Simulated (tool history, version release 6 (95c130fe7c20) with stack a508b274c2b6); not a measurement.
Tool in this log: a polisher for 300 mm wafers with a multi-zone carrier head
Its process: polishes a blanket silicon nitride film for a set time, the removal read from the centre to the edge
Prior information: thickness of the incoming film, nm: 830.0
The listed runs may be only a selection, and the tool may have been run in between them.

run,day,flow of slurry (ml/min),pressure of the head's centre zone,pressure of the head's middle zone,pressure of the head's edge zone,polishing time (s),film removed at the wafer's centre (nm),film removed at mid-radius (nm),film removed at the wafer's edge (nm)
1,0.000,155,1.00,1.00,1.00,35,79.089,82.558,83.953
2,0.250,150,0.99,1.00,0.98,34,74.585,80.115,80.025
3,0.550,150,0.99,1.07,0.98,34,75.766,83.615,80.452
4,0.804,145,0.99,1.06,0.97,33,72.871,80.240,77.839
5,0.921,145,0.99,1.05,0.96,32,70.346,77.282,75.237
6,1.117,145,0.99,1.05,0.95,31,68.175,74.830,71.898
# day 1.179: centre zone pressure recalibrated
7,1.179,145,0.99,1.04,0.94,31,72.785,73.611,71.854
8,1.338,140,0.97,1.04,0.93,30,67.377,70.737,68.575
9,1.408,135,0.96,1.04,0.92,30,69.007,70.771,68.032
10,1.767,135,0.95,1.04,0.92,29,65.457,68.419,66.244
11,1.917,105,0.88,1.01,0.82,26,50.830,58.654,53.832
12,2.254,105,0.88,1.01,0.82,26,51.048,57.321,54.620
13,2.312,110,0.88,1.01,0.82,26,51.002,58.559,54.666
14,2.642,110,0.88,1.01,0.82,26,51.880,59.266,54.854
15,2.683,115,0.88,1.01,0.82,26,51.994,59.295,55.010

Expected results for the next run?
16,2.958,120,0.88,1.01,0.82,26,?,?,?

Run 16 came out at film removed at the wafer's centre (nm) 52.333, film removed at mid-radius (nm) 60.293, film removed at the wafer's edge (nm) 55.280.

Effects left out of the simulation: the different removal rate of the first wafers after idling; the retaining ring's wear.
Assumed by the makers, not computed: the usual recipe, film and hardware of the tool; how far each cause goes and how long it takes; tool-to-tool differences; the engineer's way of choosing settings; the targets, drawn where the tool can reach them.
